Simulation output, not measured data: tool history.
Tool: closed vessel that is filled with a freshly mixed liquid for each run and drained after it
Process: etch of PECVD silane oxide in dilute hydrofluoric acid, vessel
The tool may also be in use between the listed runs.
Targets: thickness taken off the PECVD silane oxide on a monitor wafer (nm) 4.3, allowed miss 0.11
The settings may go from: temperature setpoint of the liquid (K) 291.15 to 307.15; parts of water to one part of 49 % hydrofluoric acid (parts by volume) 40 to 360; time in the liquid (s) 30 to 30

run    day  temperature setpoint of the liquid (K)  parts of water to one part of 49 % hydrofluoric acid (parts by volume)  time in the liquid (s)  thickness taken off the PECVD silane oxide on a monitor wafer (nm)
  1      0                                  299.15                                                                     200                      30                                                              6.2777
  2  0.329                                  299.15                                                                     200                      30                                                              6.2536
  3   0.65                                  296.15                                                                     200                      30                                                              5.6076
  4  1.029                                  295.15                                                                     205                      30                                                              5.2672
  5  1.196                                  292.65                                                                     205                      30                                                              4.7834
  6  1.446                                  292.65                                                                     205                      30                                                              4.7716
  7  1.662                                  292.15                                                                     205                      30                                                              4.7001
     2.021  -- thermometer replaced
  8  2.021                                  292.15                                                                     205                      30                                                              4.4844

5 next moves are on the table. One of them brings every result within its allowed miss. Which?
  A  2.379                                  292.15                                                                     200                      30                                                                   ?
  B  2.379                                  291.15                                                                     205                      30                                                                   ?
  C  2.379                                  297.15                                                                     240                      30                                                                   ?
  D  2.379                                  291.65                                                                     200                      30                                                                   ?
  E  2.379                                  292.15                                                                     225                      30                                                                   ?

move  thickness taken off the PECVD silane oxide on a monitor wafer (nm)
   A                                                              4.6508
   B                                                              4.3424
   C                                                              4.4933
   D                                                              4.5606
   E                                                              4.0373
A: further off than the last run
B: meets every target
C: as far off as the last run
D: further off than the last run
E: takes the result that was furthest off past its target
Answer: B

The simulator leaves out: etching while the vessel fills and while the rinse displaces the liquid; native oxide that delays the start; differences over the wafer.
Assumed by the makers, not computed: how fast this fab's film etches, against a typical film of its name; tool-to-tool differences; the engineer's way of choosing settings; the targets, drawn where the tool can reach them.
